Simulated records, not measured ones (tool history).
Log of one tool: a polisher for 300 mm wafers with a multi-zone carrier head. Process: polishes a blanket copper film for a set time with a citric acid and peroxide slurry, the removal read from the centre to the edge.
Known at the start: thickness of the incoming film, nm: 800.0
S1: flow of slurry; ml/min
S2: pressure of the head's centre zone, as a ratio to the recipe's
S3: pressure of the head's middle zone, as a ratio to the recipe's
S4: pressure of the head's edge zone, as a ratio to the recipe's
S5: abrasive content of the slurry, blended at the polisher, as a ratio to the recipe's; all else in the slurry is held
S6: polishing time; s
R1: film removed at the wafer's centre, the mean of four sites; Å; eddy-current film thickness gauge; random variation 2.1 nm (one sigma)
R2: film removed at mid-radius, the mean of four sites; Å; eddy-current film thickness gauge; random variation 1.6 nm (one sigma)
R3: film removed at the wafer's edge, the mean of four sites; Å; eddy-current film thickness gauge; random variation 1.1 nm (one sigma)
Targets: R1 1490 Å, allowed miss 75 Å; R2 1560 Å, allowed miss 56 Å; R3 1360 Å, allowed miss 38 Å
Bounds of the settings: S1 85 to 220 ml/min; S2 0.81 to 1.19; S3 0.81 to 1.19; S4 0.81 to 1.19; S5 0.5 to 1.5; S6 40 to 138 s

run  hour   S1    S2    S3    S4    S5  S6      R1      R2      R3
  1     0  140     1     1     1     1  88  2147.6  2133.5    2084
  2   4.6  140     1     1  1.08     1  88    2202    2163  2160.3
  3     8  140     1     1  1.08     1  68  1695.1  1657.4  1699.1
  4  13.2  135  1.01  1.02  1.04  0.95  68  1669.8  1693.6  1615.1
  5  21.3  135  1.01  1.02  1.04  0.95  77  1900.6  1862.6  1820.3
  6  29.8  135  0.97  1.02  1.04  0.95  77  1856.4  1885.6  1846.5
  7  38.8  130  0.97  1.03  1.01   0.9  76    1746    1864  1752.8
  8  41.1  125  0.98  1.02  0.99  0.85  75  1727.4  1780.5  1687.2
  9  42.5  120  0.98  1.02  0.97   0.8  74  1698.1  1727.1  1632.7
 10  45.8  115  0.98  1.03  0.95  0.75  73  1635.4    1664  1550.7
 11  48.5  110  0.98  1.04  0.93   0.7  73  1561.7  1661.5  1509.5
 12  54.4  110  0.99  1.04  0.92   0.7  73  1604.2  1631.1  1500.4
 13  60.1   95  0.96  1.07  0.82  0.55  72  1356.7  1490.4  1327.3

5 next moves are on the table. One of them brings every result within its allowed miss. Which?
  A  65.8   85  0.93  1.04  0.83  0.75  66   ?   ?   ?
  B  65.8  110  0.84  1.17  0.84   0.5  70   ?   ?   ?
  C  65.8  110  1.01   1.1  0.89   0.5  70   ?   ?   ?
  D  65.8   85     1  1.16  0.81   0.5  72   ?   ?   ?
  E  65.8  125  0.86  0.95  0.91   0.5  68   ?   ?   ?

move      R1      R2      R3
   A  1223.2  1396.1  1239.9
   B  1234.9    1692  1322.2
   C  1470.1  1603.1  1358.4
   D  1350.2  1577.5  1260.7
   E    1275  1425.9  1368.8
A: further off than the last run
B: further off than the last run
C: meets every target
D: further off than the last run
E: further off than the last run
Answer: C

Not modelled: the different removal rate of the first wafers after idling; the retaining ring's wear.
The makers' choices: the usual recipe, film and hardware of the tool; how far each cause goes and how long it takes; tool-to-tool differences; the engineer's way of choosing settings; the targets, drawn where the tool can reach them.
